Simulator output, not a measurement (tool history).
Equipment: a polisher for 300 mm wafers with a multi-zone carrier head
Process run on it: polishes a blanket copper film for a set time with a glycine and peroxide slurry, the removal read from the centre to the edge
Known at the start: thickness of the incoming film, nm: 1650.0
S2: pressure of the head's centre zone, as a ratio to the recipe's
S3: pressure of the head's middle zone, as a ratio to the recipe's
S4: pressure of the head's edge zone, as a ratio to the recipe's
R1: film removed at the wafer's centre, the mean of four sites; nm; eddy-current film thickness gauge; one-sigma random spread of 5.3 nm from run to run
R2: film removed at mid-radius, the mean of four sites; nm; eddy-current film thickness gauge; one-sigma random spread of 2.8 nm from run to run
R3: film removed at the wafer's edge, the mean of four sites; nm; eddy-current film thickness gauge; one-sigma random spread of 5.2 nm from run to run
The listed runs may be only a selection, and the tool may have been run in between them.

{"run": 1, "hour": 0.0, "flow of slurry (ml/min)": 225, "S2": 1.0, "S3": 1.0, "S4": 1.0, "polishing time (s)": 48, "R1": 286.82, "R2": 280.1, "R3": 292.32}
{"run": 2, "hour": 7.2, "flow of slurry (ml/min)": 245, "S2": 1.0, "S3": 1.0, "S4": 1.0, "polishing time (s)": 48, "R1": 288.44, "R2": 285.6, "R3": 285.85}
{"run": 3, "hour": 11.1, "flow of slurry (ml/min)": 245, "S2": 0.92, "S3": 1.0, "S4": 1.0, "polishing time (s)": 48, "R1": 275.1, "R2": 286.4, "R3": 283.32}
{"run": 4, "hour": 17.2, "flow of slurry (ml/min)": 235, "S2": 0.94, "S3": 1.01, "S4": 1.02, "polishing time (s)": 49, "R1": 277.82, "R2": 292.6, "R3": 293.78}
{"run": 5, "hour": 18.2, "flow of slurry (ml/min)": 235, "S2": 0.94, "S3": 1.01, "S4": 1.02, "polishing time (s)": 56, "R1": 321.13, "R2": 337.96, "R3": 334.41}
{"run": 6, "hour": 23.1, "flow of slurry (ml/min)": 230, "S2": 0.95, "S3": 1.01, "S4": 1.03, "polishing time (s)": 56, "R1": 326.27, "R2": 335.16, "R3": 334.58}
{"run": 7, "hour": 29.8, "flow of slurry (ml/min)": 225, "S2": 0.95, "S3": 1.01, "S4": 1.04, "polishing time (s)": 57, "R1": 319.05, "R2": 340.92, "R3": 351.45}
{"run": 8, "hour": 37.3, "flow of slurry (ml/min)": 225, "S2": 0.96, "S3": 1.01, "S4": 1.04, "polishing time (s)": 57, "R1": 321.56, "R2": 340.12, "R3": 349.32}
{"run": 9, "hour": 45.3, "flow of slurry (ml/min)": 225, "S2": 0.97, "S3": 1.01, "S4": 1.05, "polishing time (s)": 57, "R1": 334.73, "R2": 337.44, "R3": 351.71}
{"run": 10, "hour": 47.4, "flow of slurry (ml/min)": 225, "S2": 0.97, "S3": 1.01, "S4": 1.06, "polishing time (s)": 57, "R1": 327.41, "R2": 339.89, "R3": 347.01}
{"run": 11, "hour": 50.9, "flow of slurry (ml/min)": 220, "S2": 0.98, "S3": 1.01, "S4": 1.06, "polishing time (s)": 58, "R1": 343.97, "R2": 347.6, "R3": 358.64}
{"run": 12, "hour": 58.0, "flow of slurry (ml/min)": 215, "S2": 0.98, "S3": 1.01, "S4": 1.07, "polishing time (s)": 58, "R1": 334.12, "R2": 351.66, "R3": 361.32}
{"run": 13, "hour": 66.2, "flow of slurry (ml/min)": 215, "S2": 0.99, "S3": 1.0, "S4": 1.08, "polishing time (s)": 58, "R1": 356.3, "R2": 342.54, "R3": 354.95}

Estimate the outcome of run 14 from the log above:
{"run": 14, "hour": 73.6, "flow of slurry (ml/min)": 205, "S2": 0.99, "S3": 1.0, "S4": 1.08, "polishing time (s)": 58, "R1": "?", "R2": "?", "R3": "?"}

{"run 14": {"R1": 329.55, "R2": 338.01, "R3": 354.21}}
